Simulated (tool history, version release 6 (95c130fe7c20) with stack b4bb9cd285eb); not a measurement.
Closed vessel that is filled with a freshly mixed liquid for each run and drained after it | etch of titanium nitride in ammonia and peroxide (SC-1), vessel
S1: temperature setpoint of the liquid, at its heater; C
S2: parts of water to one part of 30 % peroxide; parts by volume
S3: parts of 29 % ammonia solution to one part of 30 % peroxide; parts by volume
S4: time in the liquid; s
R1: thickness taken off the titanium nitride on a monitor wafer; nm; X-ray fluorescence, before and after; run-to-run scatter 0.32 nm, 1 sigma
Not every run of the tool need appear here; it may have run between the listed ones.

| run | hour | S1 | S2 | S3 | S4 | R1 |
|---|---|---|---|---|---|---|
| 1 | 0.0 | 60.0 | 18.5 | 0.75 | 325 | 46.534 |
| 2 | 5.0 | 61.5 | 18.5 | 0.75 | 325 | 51.102 |
| 3 | 14.2 | 63.0 | 18.5 | 0.75 | 325 | 56.099 |
| 4 | 22.0 | 64.0 | 18.5 | 0.75 | 325 | 60.181 |
| 5 | 22.9 | 65.0 | 18.5 | 0.75 | 325 | 63.964 |
| 6 | 29.5 | 61.0 | 18.5 | 0.75 | 325 | 49.450 |

Expected results for the next run?
| 7 | 34.5 | 62.5 | 18.5 | 0.75 | 325 | ? |

{"run 7": {"R1": 54.261}}
